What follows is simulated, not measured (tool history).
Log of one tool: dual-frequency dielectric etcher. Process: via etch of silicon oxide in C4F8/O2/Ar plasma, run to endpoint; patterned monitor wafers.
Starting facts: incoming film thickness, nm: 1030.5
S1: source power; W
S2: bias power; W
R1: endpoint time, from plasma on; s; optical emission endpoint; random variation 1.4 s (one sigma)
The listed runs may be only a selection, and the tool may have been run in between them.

run  hour    S1    S2      R1
  1   0.0  2090  1868  208.92
  2   6.3  2350  1868  198.51
  3   9.0  2350  2115  191.84
  4  11.2  2350  2290  190.06
  5  13.9  2350  2122  197.15
  6  15.9  2610  2122  181.16

For run 7, what comes out?
  7  20.6  2640  2129   ?

R1: 183.56 s

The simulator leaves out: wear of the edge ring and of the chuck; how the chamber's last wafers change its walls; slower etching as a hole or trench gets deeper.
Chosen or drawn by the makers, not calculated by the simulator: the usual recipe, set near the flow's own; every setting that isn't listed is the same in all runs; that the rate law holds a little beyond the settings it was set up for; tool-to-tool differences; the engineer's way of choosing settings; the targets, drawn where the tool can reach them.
